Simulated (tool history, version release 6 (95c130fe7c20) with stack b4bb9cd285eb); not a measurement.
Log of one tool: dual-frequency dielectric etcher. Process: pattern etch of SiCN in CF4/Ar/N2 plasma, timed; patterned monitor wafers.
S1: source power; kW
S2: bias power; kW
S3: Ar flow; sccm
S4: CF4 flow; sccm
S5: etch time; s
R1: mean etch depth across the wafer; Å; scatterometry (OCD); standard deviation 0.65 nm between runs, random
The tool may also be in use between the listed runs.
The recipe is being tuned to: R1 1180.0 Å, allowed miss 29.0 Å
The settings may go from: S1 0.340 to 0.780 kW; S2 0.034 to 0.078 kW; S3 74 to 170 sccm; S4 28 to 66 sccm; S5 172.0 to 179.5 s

{"run": 1, "day": 0.0, "S1": 0.56, "S2": 0.056, "S3": 122, "S4": 47, "S5": 172.0, "R1": 1582.0}
{"run": 2, "day": 0.196, "S1": 0.56, "S2": 0.05, "S3": 122, "S4": 47, "S5": 172.0, "R1": 1523.7}
{"run": 3, "day": 0.462, "S1": 0.47, "S2": 0.05, "S3": 122, "S4": 47, "S5": 172.0, "R1": 1321.2}
{"run": 4, "day": 0.683, "S1": 0.46, "S2": 0.05, "S3": 122, "S4": 47, "S5": 172.0, "R1": 1299.9}
{"run": 5, "day": 1.046, "S1": 0.45, "S2": 0.05, "S3": 122, "S4": 47, "S5": 172.0, "R1": 1276.8}
{"run": 6, "day": 1.379, "S1": 0.54, "S2": 0.05, "S3": 122, "S4": 47, "S5": 172.0, "R1": 1457.8}
{"run": 7, "day": 1.688, "S1": 0.52, "S2": 0.05, "S3": 122, "S4": 47, "S5": 172.0, "R1": 1416.2}
{"run": 8, "day": 1.758, "S1": 0.5, "S2": 0.05, "S3": 122, "S4": 47, "S5": 172.0, "R1": 1395.0}
{"run": 9, "day": 1.896, "S1": 0.48, "S2": 0.05, "S3": 122, "S4": 47, "S5": 172.0, "R1": 1342.2}
{"run": 10, "day": 2.142, "S1": 0.47, "S2": 0.05, "S3": 122, "S4": 47, "S5": 172.0, "R1": 1317.8}
{"run": 11, "day": 2.262, "S1": 0.46, "S2": 0.05, "S3": 122, "S4": 47, "S5": 172.0, "R1": 1298.2}
{"run": 12, "day": 2.317, "S1": 0.39, "S2": 0.049, "S3": 122, "S4": 47, "S5": 172.0, "R1": 1133.4}

Of the 5 settings listed for the next run, only one would bring every result within its allowed miss of target. Which one?
{"run": "A", "day": 2.371, "S1": 0.39, "S2": 0.043, "S3": 124, "S4": 47, "S5": 173.5, "R1": "?"}
{"run": "B", "day": 2.371, "S1": 0.39, "S2": 0.049, "S3": 134, "S4": 42, "S5": 172.0, "R1": "?"}
{"run": "C", "day": 2.371, "S1": 0.35, "S2": 0.056, "S3": 125, "S4": 57, "S5": 178.5, "R1": "?"}
{"run": "D", "day": 2.371, "S1": 0.35, "S2": 0.056, "S3": 137, "S4": 37, "S5": 178.0, "R1": "?"}
{"run": "E", "day": 2.371, "S1": 0.35, "S2": 0.055, "S3": 140, "S4": 37, "S5": 177.0, "R1": "?"}

move=A R1=1088.5
move=B R1=1094.6
move=C R1=1174.1
move=D R1=1075.1
move=E R1=1058.1
A: misses by more than the last run did
B: misses by more than the last run did
C: every result lands within tolerance
D: misses by more than the last run did
E: misses by more than the last run did
So the answer is move C, the one that meets all the targets.

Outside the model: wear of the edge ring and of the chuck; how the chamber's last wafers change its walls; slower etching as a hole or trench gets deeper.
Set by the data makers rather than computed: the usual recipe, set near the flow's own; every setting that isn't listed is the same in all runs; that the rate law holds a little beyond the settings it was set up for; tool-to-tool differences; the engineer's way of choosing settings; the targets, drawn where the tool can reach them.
